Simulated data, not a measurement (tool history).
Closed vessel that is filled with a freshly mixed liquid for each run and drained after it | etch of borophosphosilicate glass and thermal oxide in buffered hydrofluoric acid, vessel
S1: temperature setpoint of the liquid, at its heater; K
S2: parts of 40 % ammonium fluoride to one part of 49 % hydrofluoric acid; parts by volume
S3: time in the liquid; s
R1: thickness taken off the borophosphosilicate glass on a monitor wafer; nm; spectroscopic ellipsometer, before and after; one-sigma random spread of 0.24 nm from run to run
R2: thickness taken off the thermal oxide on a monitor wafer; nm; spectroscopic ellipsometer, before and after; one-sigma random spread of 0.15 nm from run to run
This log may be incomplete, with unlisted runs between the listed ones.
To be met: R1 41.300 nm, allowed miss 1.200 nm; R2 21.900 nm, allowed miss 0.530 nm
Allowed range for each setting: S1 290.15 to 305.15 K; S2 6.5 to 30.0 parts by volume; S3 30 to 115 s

run	hour	S1	S2	S3	R1	R2
1	0.0	297.15	18.5	60	74.283	39.116
2	7.4	297.15	23.0	60	60.535	32.250
3	11.7	295.15	23.0	60	54.464	28.803
4	13.3	293.65	23.0	60	50.017	26.620
5	18.6	293.65	20.5	60	55.623	29.257
6	25.4	293.65	20.5	80	73.345	39.277
7	30.2	292.65	23.0	80	62.552	33.346
8	38.4	292.15	25.0	80	57.629	30.664
9	43.6	291.65	26.5	80	54.158	28.614
10	49.2	291.15	27.5	80	51.301	27.358
11	53.7	290.65	28.0	80	49.600	26.179
12	58.4	290.65	28.5	80	48.948	25.286
13	60.4	290.65	29.0	75	44.730	23.805
14	65.6	290.65	29.5	75	44.711	23.434
15	72.9	290.15	29.5	75	43.260	22.920
16	81.0	290.15	29.5	75	43.347	22.717
17	86.5	290.15	30.0	75	42.711	22.447
18	94.3	290.15	29.5	75	43.085	22.481
# hour 100.3: hydrofluoric acid flow meter replaced
19	100.3	290.15	30.0	75	39.394	20.707

Pick the move, out of 4, that brings all results within their allowed miss; only one does.
A	106.3	290.15	30.0	70	?	?
B	106.3	293.15	22.0	50	?	?
C	106.3	291.15	28.0	70	?	?
D	106.3	290.65	30.0	80	?	?

move	R1	R2
A	36.641	19.680
B	38.427	20.661
C	40.681	21.861
D	43.080	23.146
A: moves away from the targets compared with the last run
B: moves away from the targets compared with the last run
C: every result within its allowed miss
D: takes the result that was furthest off past its target
So the answer is move C, the one that meets all the targets.
